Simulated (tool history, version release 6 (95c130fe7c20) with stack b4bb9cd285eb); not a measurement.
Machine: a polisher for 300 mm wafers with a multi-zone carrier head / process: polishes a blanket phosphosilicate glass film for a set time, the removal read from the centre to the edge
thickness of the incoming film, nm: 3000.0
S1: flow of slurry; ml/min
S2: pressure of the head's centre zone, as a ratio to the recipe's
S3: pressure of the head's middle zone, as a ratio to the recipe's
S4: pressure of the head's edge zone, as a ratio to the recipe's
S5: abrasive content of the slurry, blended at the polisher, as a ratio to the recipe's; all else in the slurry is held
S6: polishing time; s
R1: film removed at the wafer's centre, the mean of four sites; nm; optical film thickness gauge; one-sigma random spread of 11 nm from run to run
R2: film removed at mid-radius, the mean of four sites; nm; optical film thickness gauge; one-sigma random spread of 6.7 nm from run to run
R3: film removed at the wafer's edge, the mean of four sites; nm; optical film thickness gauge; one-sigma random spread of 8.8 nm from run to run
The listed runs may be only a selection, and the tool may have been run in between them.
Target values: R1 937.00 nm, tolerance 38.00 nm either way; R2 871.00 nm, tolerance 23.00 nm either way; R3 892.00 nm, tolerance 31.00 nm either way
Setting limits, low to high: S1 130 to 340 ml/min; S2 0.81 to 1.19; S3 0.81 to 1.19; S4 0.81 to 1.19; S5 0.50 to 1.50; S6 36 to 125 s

| run | hour | S1 | S2 | S3 | S4 | S5 | S6 | R1 | R2 | R3 |
|---|---|---|---|---|---|---|---|---|---|---|
| 1 | 0.0 | 220 | 1.00 | 1.00 | 1.00 | 1.00 | 80 | 1057.70 | 1016.40 | 1020.90 |
| 2 | 1.9 | 185 | 1.00 | 1.00 | 1.00 | 1.00 | 80 | 1028.70 | 1001.20 | 1004.00 |
| 3 | 9.1 | 180 | 0.99 | 0.98 | 0.98 | 1.00 | 80 | 1010.10 | 982.87 | 998.82 |
| 4 | 14.5 | 180 | 0.99 | 0.97 | 0.96 | 0.95 | 80 | 981.19 | 951.00 | 962.43 |
| 5 | 20.8 | 180 | 0.99 | 0.97 | 1.02 | 0.95 | 80 | 992.59 | 951.55 | 991.26 |
| 6 | 23.5 | 180 | 0.99 | 0.89 | 1.02 | 0.95 | 80 | 991.99 | 889.96 | 993.81 |
| 7 | 26.5 | 180 | 0.99 | 0.89 | 0.99 | 0.95 | 80 | 988.28 | 873.39 | 1000.20 |
| 8 | 27.8 | 175 | 1.00 | 0.91 | 0.97 | 0.90 | 80 | 970.21 | 886.63 | 951.36 |
| 9 | 30.4 | 170 | 1.00 | 0.91 | 0.96 | 0.90 | 80 | 971.06 | 862.96 | 950.36 |
| 10 | 34.2 | 170 | 1.00 | 0.92 | 0.94 | 0.90 | 80 | 980.42 | 871.37 | 931.64 |
| 11 | 43.1 | 165 | 0.99 | 0.93 | 0.93 | 0.90 | 80 | 983.19 | 901.33 | 926.99 |
| 12 | 50.7 | 165 | 0.98 | 0.93 | 0.93 | 0.90 | 80 | 942.76 | 879.66 | 933.50 |

Below are 5 possible settings for the next run. Only one of them brings all results inside the allowed miss of their targets. Which is it?
| A | 58.3 | 150 | 1.02 | 1.02 | 0.90 | 0.90 | 80 | ? | ? | ? |
| B | 58.3 | 130 | 1.02 | 0.95 | 0.89 | 0.75 | 86 | ? | ? | ? |
| C | 58.3 | 165 | 1.17 | 1.10 | 0.93 | 0.90 | 72 | ? | ? | ? |
| D | 58.3 | 130 | 0.97 | 1.01 | 1.00 | 1.15 | 71 | ? | ? | ? |
| E | 58.3 | 185 | 1.05 | 0.92 | 0.85 | 0.70 | 78 | ? | ? | ? |

| move | R1 | R2 | R3 |
|---|---|---|---|
| A | 967.99 | 928.87 | 912.07 |
| B | 946.44 | 859.19 | 900.30 |
| C | 996.34 | 906.22 | 840.26 |
| D | 865.63 | 861.93 | 895.57 |
| E | 923.35 | 790.13 | 821.94 |
A: brings the result that was furthest off to its target, and leaves another outside
B: every result lands within tolerance
C: the result that was furthest off in the last run now lies on the other side of its target
D: brings the result that was furthest off to its target, and leaves another outside
E: the result that was furthest off in the last run now lies on the other side of its target
So the answer is move B, the one that meets all the targets.
